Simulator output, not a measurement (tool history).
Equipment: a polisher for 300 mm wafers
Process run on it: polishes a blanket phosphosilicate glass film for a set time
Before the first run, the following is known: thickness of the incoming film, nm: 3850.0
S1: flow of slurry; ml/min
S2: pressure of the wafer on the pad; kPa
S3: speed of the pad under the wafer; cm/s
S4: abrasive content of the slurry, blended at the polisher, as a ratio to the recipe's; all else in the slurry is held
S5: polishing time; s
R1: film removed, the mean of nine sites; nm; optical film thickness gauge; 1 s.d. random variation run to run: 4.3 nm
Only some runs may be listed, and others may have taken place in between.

{"run": 1, "hour": 0.0, "S1": 310, "S2": 15.2, "S3": 114, "S4": 1.0, "S5": 62, "R1": 382.49}
{"run": 2, "hour": 0.8, "S1": 310, "S2": 14.5, "S3": 114, "S4": 1.0, "S5": 62, "R1": 361.92}
{"run": 3, "hour": 7.1, "S1": 240, "S2": 14.5, "S3": 114, "S4": 1.0, "S5": 62, "R1": 354.8}
{"run": 4, "hour": 8.7, "S1": 190, "S2": 14.5, "S3": 114, "S4": 1.0, "S5": 62, "R1": 349.94}
{"run": 5, "hour": 17.2, "S1": 190, "S2": 13.8, "S3": 114, "S4": 1.0, "S5": 62, "R1": 330.57}
{"run": 6, "hour": 22.1, "S1": 190, "S2": 9.7, "S3": 114, "S4": 1.0, "S5": 62, "R1": 238.92}

Run 7 comes next. What will it give?
{"run": 7, "hour": 29.4, "S1": 190, "S2": 10.3, "S3": 114, "S4": 1.0, "S5": 62, "R1": "?"}

R1: 252.18 nm
